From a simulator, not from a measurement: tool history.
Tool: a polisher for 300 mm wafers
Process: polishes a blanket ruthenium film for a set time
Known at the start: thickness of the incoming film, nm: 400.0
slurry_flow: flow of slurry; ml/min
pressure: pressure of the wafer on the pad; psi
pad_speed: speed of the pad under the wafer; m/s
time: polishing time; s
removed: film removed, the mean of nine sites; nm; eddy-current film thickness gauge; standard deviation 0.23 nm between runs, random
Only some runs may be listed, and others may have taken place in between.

run,day,slurry_flow,pressure,pad_speed,time,removed
1,0.000,185,1.5,0.78,19,10.6250
2,0.271,185,1.9,0.78,19,13.1420
3,0.512,185,1.9,0.68,19,11.3110
4,0.696,185,1.6,0.68,19,9.9795
5,0.738,185,1.6,0.68,16,8.4432
6,0.767,185,1.8,0.68,16,9.4106

Forecast run 7:
7,0.979,185,2.0,0.76,16,?

Run 7 produced removed 11.2070 nm.

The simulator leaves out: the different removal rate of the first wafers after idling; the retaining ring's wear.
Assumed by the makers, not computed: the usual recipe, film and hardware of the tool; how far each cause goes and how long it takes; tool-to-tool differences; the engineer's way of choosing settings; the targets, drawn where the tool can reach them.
